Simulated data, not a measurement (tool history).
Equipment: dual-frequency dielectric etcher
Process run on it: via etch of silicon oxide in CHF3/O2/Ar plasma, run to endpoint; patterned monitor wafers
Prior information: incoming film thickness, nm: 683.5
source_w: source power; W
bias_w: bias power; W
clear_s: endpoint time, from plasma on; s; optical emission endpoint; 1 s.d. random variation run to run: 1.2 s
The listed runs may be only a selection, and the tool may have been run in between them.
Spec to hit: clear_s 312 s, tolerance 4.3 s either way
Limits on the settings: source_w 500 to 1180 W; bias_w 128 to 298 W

| run | day | source_w | bias_w | clear_s |
|---|---|---|---|---|
| 1 | 0 | 840 | 213 | 299.14 |
| 2 | 0.238 | 830 | 213 | 301.66 |
| 3 | 0.425 | 830 | 200 | 305.4 |
| 4 | 0.525 | 820 | 200 | 306.5 |
| 5 | 0.567 | 820 | 222 | 299.6 |
| 6 | 0.625 | 810 | 222 | 301.74 |
|  | 0.929 | source power generator calibrated |
| 7 | 0.929 | 800 | 222 | 297.7 |
| 8 | 1.142 | 780 | 221 | 303.51 |
| 9 | 1.3 | 770 | 221 | 303.93 |

Exactly one of the 4 candidate moves below puts every result within its allowed miss. Which one?
| A | 1.458 | 800 | 220 | ? |
| B | 1.458 | 720 | 263 | ? |
| C | 1.458 | 730 | 218 | ? |
| D | 1.458 | 780 | 225 | ? |

| move | clear_s |
|---|---|
| A | 298.88 |
| B | 298.88 |
| C | 312.38 |
| D | 300.57 |
A: lands further from the targets than the last run did
B: lands further from the targets than the last run did
C: hits every target within its allowed miss
D: lands further from the targets than the last run did
So the answer is move C, the one that meets all the targets.
